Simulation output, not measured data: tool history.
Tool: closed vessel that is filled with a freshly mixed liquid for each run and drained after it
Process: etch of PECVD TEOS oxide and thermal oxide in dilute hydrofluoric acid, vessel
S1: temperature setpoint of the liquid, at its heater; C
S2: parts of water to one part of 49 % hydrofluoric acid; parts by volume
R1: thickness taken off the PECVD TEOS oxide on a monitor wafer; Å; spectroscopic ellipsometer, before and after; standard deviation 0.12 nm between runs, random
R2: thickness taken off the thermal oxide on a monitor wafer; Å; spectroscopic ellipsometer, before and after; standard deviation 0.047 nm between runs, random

run 1 day=0 | S1=21 S2=95 time_in_the_liquid_(s)=85 | R1=154.71 R2=41.363
run 2 day=0.354 | S1=21 S2=125 time_in_the_liquid_(s)=85 | R1=112.66 R2=30.669
run 3 day=0.646 | S1=24.5 S2=125 time_in_the_liquid_(s)=85 | R1=129.61 R2=35.131
run 4 day=0.704 | S1=24.5 S2=125 time_in_the_liquid_(s)=70 | R1=108.18 R2=28.552
run 5 day=0.742 | S1=25.5 S2=115 time_in_the_liquid_(s)=70 | R1=123.19 R2=33.062
run 6 day=0.896 | S1=25.5 S2=145 time_in_the_liquid_(s)=70 | R1=93.34 R2=25.009
run 7 day=1.196 | S1=26.5 S2=125 time_in_the_liquid_(s)=70 | R1=115.18 R2=31.198

Run 8, settings as shown, results not yet in. Your forecast:
run 8 day=1.446 | S1=27 S2=110 time_in_the_liquid_(s)=70 | R1=? R2=?

{"run 8": {"R1": 136.6, "R2": 36.522}}
